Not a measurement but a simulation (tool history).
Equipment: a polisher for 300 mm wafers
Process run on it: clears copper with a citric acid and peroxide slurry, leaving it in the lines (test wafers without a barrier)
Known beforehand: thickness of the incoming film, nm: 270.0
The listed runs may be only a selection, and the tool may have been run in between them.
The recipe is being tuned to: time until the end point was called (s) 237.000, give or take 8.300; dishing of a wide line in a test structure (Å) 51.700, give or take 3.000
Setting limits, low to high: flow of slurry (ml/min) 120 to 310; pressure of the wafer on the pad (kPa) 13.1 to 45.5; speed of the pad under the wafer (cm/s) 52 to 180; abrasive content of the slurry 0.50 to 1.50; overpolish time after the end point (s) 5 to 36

| run | hour | flow of slurry (ml/min) | pressure of the wafer on the pad (kPa) | speed of the pad under the wafer (cm/s) | abrasive content of the slurry | overpolish time after the end point (s) | time until the end point was called (s) | dishing of a wide line in a test structure (Å) |
|---|---|---|---|---|---|---|---|---|
| 1 | 0.0 | 200 | 29.0 | 116 | 1.00 | 18 | 92.177 | 391.060 |
| 2 | 8.6 | 200 | 33.1 | 116 | 1.00 | 18 | 79.644 | 432.690 |
| 3 | 10.8 | 200 | 33.1 | 116 | 0.80 | 18 | 84.329 | 425.350 |
| 4 | 19.3 | 170 | 26.2 | 94 | 1.00 | 13 | 119.090 | 238.030 |
| 5 | 21.3 | 170 | 26.2 | 70 | 1.00 | 13 | 138.350 | 206.730 |
| 6 | 23.1 | 155 | 21.4 | 64 | 0.95 | 10 | 185.500 | 131.690 |
| 7 | 28.0 | 145 | 18.6 | 72 | 0.80 | 8 | 203.830 | 93.766 |
| 8 | 30.6 | 145 | 18.6 | 72 | 0.80 | 8 | 211.770 | 91.156 |
| 9 | 37.1 | 135 | 16.5 | 84 | 0.70 | 7 | 224.580 | 77.366 |
| 10 | 45.9 | 135 | 16.5 | 84 | 0.70 | 7 | 221.170 | 78.083 |
| 11 | 46.7 | 135 | 16.5 | 84 | 0.70 | 7 | 223.370 | 76.055 |
| 12 | 48.9 | 135 | 13.1 | 84 | 0.70 | 5 | 278.310 | 43.556 |
| 13 | 50.1 | 135 | 13.8 | 86 | 0.75 | 5 | 253.590 | 47.092 |

Pick the move, out of 5, that brings all results within their allowed miss; only one does.
| A | 51.3 | 220 | 14.5 | 84 | 0.65 | 5 | ? | ? |
| B | 51.3 | 225 | 16.5 | 54 | 0.65 | 6 | ? | ? |
| C | 51.3 | 120 | 16.5 | 86 | 0.55 | 6 | ? | ? |
| D | 51.3 | 160 | 14.5 | 84 | 0.85 | 6 | ? | ? |
| E | 51.3 | 120 | 15.2 | 72 | 0.75 | 6 | ? | ? |

| move | time until the end point was called (s) | dishing of a wide line in a test structure (Å) |
|---|---|---|
| A | 234.280 | 52.827 |
| B | 258.430 | 57.395 |
| C | 233.540 | 63.305 |
| D | 231.840 | 63.689 |
| E | 262.090 | 56.577 |
A: every result within its allowed miss
B: its largest miss is bigger than the last run's
C: the furthest-off result lands on target, but another misses its tolerance
D: the furthest-off result lands on target, but another misses its tolerance
E: its largest miss is bigger than the last run's
Move A is the one to make.
